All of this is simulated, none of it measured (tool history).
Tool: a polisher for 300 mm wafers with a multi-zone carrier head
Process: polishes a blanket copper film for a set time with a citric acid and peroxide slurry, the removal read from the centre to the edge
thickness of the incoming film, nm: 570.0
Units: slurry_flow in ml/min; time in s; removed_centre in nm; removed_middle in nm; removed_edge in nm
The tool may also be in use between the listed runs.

Run 1, hour 0: slurry_flow 135 ml/min, centre_zone 1, middle_zone 1, edge_zone 1, slurry_solids 1, time 61 s. Result: removed_centre 201.19 nm, removed_middle 197.49 nm, removed_edge 194.7 nm.
Run 2, hour 7.6: slurry_flow 140 ml/min, centre_zone 0.99, middle_zone 1.03, edge_zone 1.05, slurry_solids 1.15, time 64 s. Result: removed_centre 219.38 nm, removed_middle 220.15 nm, removed_edge 218.87 nm.
Run 3, hour 15: slurry_flow 150 ml/min, centre_zone 0.98, middle_zone 1.06, edge_zone 1.09, slurry_solids 1.25, time 66 s. Result: removed_centre 228.41 nm, removed_middle 240.62 nm, removed_edge 238.61 nm.
Run 4, hour 18.7: slurry_flow 150 ml/min, centre_zone 0.98, middle_zone 1.06, edge_zone 1.09, slurry_solids 1.05, time 66 s. Result: removed_centre 217.98 nm, removed_middle 226.13 nm, removed_edge 227.89 nm.
Run 5, hour 19.7: slurry_flow 160 ml/min, centre_zone 0.98, middle_zone 1.08, edge_zone 1.12, slurry_solids 1.2, time 67 s. Result: removed_centre 230.56 nm, removed_middle 249.13 nm, removed_edge 248.67 nm.
Run 6, hour 20.2: slurry_flow 170 ml/min, centre_zone 1, middle_zone 1.1, edge_zone 1.14, slurry_solids 1.25, time 67 s. Result: removed_centre 243.47 nm, removed_middle 249.05 nm, removed_edge 248.69 nm.
Run 7, hour 22.9: slurry_flow 175 ml/min, centre_zone 0.99, middle_zone 1.11, edge_zone 1.15, slurry_solids 1.35, time 68 s. Result: removed_centre 247.5 nm, removed_middle 264.31 nm, removed_edge 260.12 nm.
Run 8, hour 30.2: slurry_flow 175 ml/min, centre_zone 0.99, middle_zone 1.12, edge_zone 1.16, slurry_solids 1.4, time 69 s. Result: removed_centre 256.56 nm, removed_middle 274.78 nm, removed_edge 270.47 nm.
Run 9, hour 36.4: slurry_flow 180 ml/min, centre_zone 0.99, middle_zone 1.13, edge_zone 1.17, slurry_solids 1.45, time 69 s. Result: removed_centre 260.76 nm, removed_middle 279.27 nm, removed_edge 275.38 nm.

Forecast run 10:
Run 10, hour 41.6: slurry_flow 180 ml/min, centre_zone 0.98, middle_zone 1.14, edge_zone 1.18, slurry_solids 1.45, time 69 s. Result: removed_centre ?, removed_middle ?, removed_edge ?.

{"run 10": {"removed_centre": 255.78, "removed_middle": 282.22, "removed_edge": 276.7}}
